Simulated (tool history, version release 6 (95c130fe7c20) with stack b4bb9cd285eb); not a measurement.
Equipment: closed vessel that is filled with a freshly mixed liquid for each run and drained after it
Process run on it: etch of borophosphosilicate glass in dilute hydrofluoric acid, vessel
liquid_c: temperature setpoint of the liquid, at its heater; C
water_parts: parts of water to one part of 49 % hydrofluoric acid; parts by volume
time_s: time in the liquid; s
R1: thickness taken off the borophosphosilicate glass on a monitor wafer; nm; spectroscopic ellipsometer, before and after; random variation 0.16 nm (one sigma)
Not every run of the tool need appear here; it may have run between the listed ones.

run 1 hour=0 | liquid_c=23 water_parts=200 time_s=105 | R1=19.814
run 2 hour=8.1 | liquid_c=21.5 water_parts=200 time_s=105 | R1=18.634
run 3 hour=12.9 | liquid_c=19.5 water_parts=200 time_s=105 | R1=17.324
run 4 hour=19.3 | liquid_c=19 water_parts=200 time_s=105 | R1=17.006
run 5 hour=26.3 | liquid_c=19 water_parts=165 time_s=105 | R1=21.21
run 6 hour=29.3 | liquid_c=22.5 water_parts=165 time_s=105 | R1=24.675
run 7 hour=37.7 | liquid_c=21 water_parts=175 time_s=105 | R1=21.789
run 8 hour=45.6 | liquid_c=20 water_parts=185 time_s=105 | R1=19.296
run 9 hour=48.9 | liquid_c=19 water_parts=190 time_s=105 | R1=17.965
run 10 hour=55.5 | liquid_c=18.5 water_parts=190 time_s=105 | R1=17.49

Forecast run 11:
run 11 hour=58.6 | liquid_c=18 water_parts=190 time_s=105 | R1=?

{"run 11": {"R1": 17.478}}
